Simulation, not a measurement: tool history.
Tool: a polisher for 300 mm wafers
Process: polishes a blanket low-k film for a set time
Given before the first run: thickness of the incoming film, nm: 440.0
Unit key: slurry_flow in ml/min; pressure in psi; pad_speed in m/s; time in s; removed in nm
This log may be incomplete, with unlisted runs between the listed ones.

| run | hour | slurry_flow | pressure | pad_speed | slurry_solids | time | removed |
|---|---|---|---|---|---|---|---|
| 1 | 0 | 145 | 1.3 | 1.26 | 1 | 30 | 9.2869 |
| 2 | 7.5 | 145 | 1.6 | 1.26 | 1 | 30 | 11.324 |
| 3 | 15.2 | 145 | 1.6 | 1.26 | 1.1 | 30 | 11.925 |
| 4 | 21.4 | 145 | 1.4 | 1.26 | 1.1 | 30 | 10.47 |
| 5 | 24.2 | 125 | 1.4 | 1.26 | 1.1 | 30 | 10.245 |
| 6 | 31.7 | 125 | 1.6 | 1.26 | 1.1 | 30 | 11.677 |
| 7 | 37.7 | 125 | 1.6 | 1.26 | 1.1 | 30 | 11.515 |
| 8 | 44.9 | 145 | 1.7 | 1.26 | 1.1 | 30 | 12.519 |
| 9 | 46.3 | 150 | 1.8 | 1.26 | 1.1 | 30 | 13.517 |
| 10 | 49.3 | 150 | 1.8 | 1.26 | 1.1 | 30 | 13.366 |
| 11 | 56.2 | 155 | 1.9 | 1.26 | 1.1 | 30 | 14.169 |
| 12 | 57.2 | 160 | 1.9 | 1.26 | 1.1 | 30 | 14.154 |

Run 13, settings as shown, results not yet in. Your forecast:
| 13 | 63.7 | 160 | 2 | 1.26 | 1.1 | 30 | ? |

removed: 14.995 nm
